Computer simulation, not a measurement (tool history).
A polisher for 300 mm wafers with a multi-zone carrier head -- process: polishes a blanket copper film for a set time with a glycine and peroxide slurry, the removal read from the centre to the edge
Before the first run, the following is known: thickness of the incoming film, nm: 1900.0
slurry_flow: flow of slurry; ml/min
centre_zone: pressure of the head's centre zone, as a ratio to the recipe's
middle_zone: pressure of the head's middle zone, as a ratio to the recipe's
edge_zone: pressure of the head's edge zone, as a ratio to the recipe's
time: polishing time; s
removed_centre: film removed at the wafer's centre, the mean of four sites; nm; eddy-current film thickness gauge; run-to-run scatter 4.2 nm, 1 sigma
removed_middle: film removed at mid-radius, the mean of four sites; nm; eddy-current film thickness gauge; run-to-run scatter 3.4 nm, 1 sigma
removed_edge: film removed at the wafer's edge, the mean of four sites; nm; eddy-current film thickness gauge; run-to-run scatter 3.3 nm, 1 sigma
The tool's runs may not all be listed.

run	hour	slurry_flow	centre_zone	middle_zone	edge_zone	time	removed_centre	removed_middle	removed_edge
1	0	150	1	1	1	67	249.16	242.93	254.15
2	8.4	150	0.99	0.99	1.02	69	257.14	244.49	262.83
3	12.7	150	0.99	1.04	1.02	69	258	255.92	268.57
4	13.3	150	0.93	1.04	1.02	69	239.77	257.11	268.16
5	19.9	150	0.98	1.04	1.02	69	256.49	258.89	263.67
6	27.5	150	0.98	0.99	1.02	69	256.08	247.71	269.72
7	33.3	155	0.97	0.99	1.04	70	259.18	256.43	273.24
8	38.8	155	0.97	0.99	1.04	70	252.71	258.98	275.49
9	43.1	155	0.97	0.99	1.04	70	256.19	255.28	275.66
10	43.9	160	0.97	0.98	1.06	71	267	258.3	279.18

Predict the results of run 11:
11	44.8	155	0.96	0.97	1.07	73	?	?	?

{"run 11": {"removed_centre": 264.53, "removed_middle": 263.53, "removed_edge": 286.72}}

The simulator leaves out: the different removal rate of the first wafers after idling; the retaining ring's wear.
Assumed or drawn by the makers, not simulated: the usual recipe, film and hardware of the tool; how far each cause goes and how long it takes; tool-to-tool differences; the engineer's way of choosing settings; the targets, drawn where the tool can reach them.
